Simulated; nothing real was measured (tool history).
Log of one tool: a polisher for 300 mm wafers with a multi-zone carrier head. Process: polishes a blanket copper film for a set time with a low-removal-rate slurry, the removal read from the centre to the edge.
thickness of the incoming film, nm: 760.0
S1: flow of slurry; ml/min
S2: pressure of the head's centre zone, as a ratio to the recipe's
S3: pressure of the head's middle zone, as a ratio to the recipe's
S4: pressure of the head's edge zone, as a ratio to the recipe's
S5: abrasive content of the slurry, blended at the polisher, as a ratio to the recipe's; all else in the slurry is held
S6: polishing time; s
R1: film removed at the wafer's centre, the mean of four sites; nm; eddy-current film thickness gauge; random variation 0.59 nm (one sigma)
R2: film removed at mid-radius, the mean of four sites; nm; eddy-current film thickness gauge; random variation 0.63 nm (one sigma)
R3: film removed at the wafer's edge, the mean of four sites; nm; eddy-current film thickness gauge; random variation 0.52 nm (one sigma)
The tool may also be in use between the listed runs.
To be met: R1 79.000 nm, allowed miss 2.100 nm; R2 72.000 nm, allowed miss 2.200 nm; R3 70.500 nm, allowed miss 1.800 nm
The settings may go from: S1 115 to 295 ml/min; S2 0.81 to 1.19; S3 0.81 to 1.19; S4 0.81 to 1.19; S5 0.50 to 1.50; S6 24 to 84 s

run 1 hour=0.0 | S1=190 S2=1.00 S3=1.00 S4=1.00 S5=1.00 S6=54 | R1=101.810 R2=101.180 R3=100.280
run 2 hour=4.6 | S1=190 S2=1.00 S3=0.98 S4=0.96 S5=0.90 S6=52 | R1=97.531 R2=93.973 R3=92.023
run 3 hour=11.1 | S1=190 S2=1.00 S3=0.98 S4=0.96 S5=0.90 S6=39 | R1=73.548 R2=70.895 R3=68.871
run 4 hour=14.1 | S1=200 S2=1.01 S3=0.98 S4=0.96 S5=0.90 S6=39 | R1=74.275 R2=71.445 R3=69.057
run 5 hour=16.8 | S1=205 S2=1.02 S3=0.98 S4=0.96 S5=0.90 S6=39 | R1=75.260 R2=70.540 R3=69.501
-- hour=17.7 worn pad replaced by a new one
run 6 hour=17.7 | S1=230 S2=1.02 S3=0.98 S4=0.96 S5=0.90 S6=39 | R1=85.310 R2=79.936 R3=78.333
run 7 hour=23.2 | S1=225 S2=1.02 S3=0.98 S4=0.96 S5=0.90 S6=39 | R1=86.756 R2=79.837 R3=79.169
run 8 hour=29.0 | S1=220 S2=1.02 S3=0.98 S4=0.96 S5=0.90 S6=39 | R1=84.579 R2=79.492 R3=78.499
run 9 hour=34.8 | S1=170 S2=1.05 S3=0.93 S4=0.86 S5=0.80 S6=39 | R1=81.739 R2=72.398 R3=71.263
run 10 hour=40.9 | S1=170 S2=1.04 S3=0.93 S4=0.86 S5=0.80 S6=39 | R1=82.828 R2=73.000 R3=71.608

Which of these 5 next moves meets every target?
run A hour=47.0 | S1=140 S2=1.05 S3=0.91 S4=0.81 S5=0.90 S6=41 | R1=? R2=? R3=?
run B hour=47.0 | S1=225 S2=1.11 S3=0.88 S4=0.84 S5=0.65 S6=36 | R1=? R2=? R3=?
run C hour=47.0 | S1=130 S2=1.05 S3=0.95 S4=0.87 S5=0.70 S6=40 | R1=? R2=? R3=?
run D hour=47.0 | S1=140 S2=1.06 S3=0.97 S4=0.81 S5=0.90 S6=38 | R1=? R2=? R3=?
run E hour=47.0 | S1=170 S2=1.09 S3=0.91 S4=0.85 S5=0.75 S6=41 | R1=? R2=? R3=?

move=A R1=84.854 R2=74.254 R3=71.907
move=B R1=81.577 R2=65.059 R3=64.566
move=C R1=78.389 R2=71.214 R3=68.936
move=D R1=79.433 R2=72.589 R3=66.592
move=E R1=89.056 R2=74.711 R3=73.221
A: further off than the last run
B: further off than the last run
C: meets every target
D: brings the result that was furthest off to its target, and leaves another outside
E: further off than the last run
Answer: C

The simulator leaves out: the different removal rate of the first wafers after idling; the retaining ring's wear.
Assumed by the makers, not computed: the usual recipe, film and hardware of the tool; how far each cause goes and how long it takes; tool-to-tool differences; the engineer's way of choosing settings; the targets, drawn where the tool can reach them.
